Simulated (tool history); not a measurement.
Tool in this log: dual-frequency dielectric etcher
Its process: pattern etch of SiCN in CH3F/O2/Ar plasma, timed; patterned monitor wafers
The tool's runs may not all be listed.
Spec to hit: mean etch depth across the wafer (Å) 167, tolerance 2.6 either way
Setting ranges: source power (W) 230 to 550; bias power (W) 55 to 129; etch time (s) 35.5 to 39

run,day,source power (W),bias power (W),etch time (s),mean etch depth across the wafer (Å)
1,0,390,92,39,151.02
2,0.062,390,82,39,143.01
3,0.108,420,82,39,148.32
4,0.221,420,75,39,143.02
5,0.3,420,64,39,134.78
6,0.662,420,64,35.5,122.01
7,1.017,440,69,35.5,128.92
8,1.067,460,75,35.5,135.65
9,1.429,470,80,35.5,140.49
10,1.567,470,80,35.5,140.01
11,1.912,480,85,35.5,144.94
# day 2.162: source power generator calibrated
12,2.162,490,89,35.5,146.44
13,2.338,500,93,35.5,150.94
14,2.7,510,96,35.5,153.81
15,2.983,520,99,35.5,156.95
16,3.025,520,101,35.5,158.72
17,3.05,520,102,35.5,158.98
18,3.321,520,103,35.5,160.06
19,3.5,520,104,35.5,161.01
20,3.804,520,105,35.5,160.59

4 next moves are on the table. One of them brings every result within its allowed miss. Which?
A,4.108,550,110,36.5,?
B,4.108,550,115,36,?
C,4.108,480,107,37.5,?
D,4.108,450,115,39,?

move,mean etch depth across the wafer (Å)
A,173.09
B,173.82
C,166.22
D,173.29
A: the result that was furthest off in the last run now lies on the other side of its target
B: the result that was furthest off in the last run now lies on the other side of its target
C: meets every target
D: the result that was furthest off in the last run now lies on the other side of its target
So the answer is move C, the one that meets all the targets.
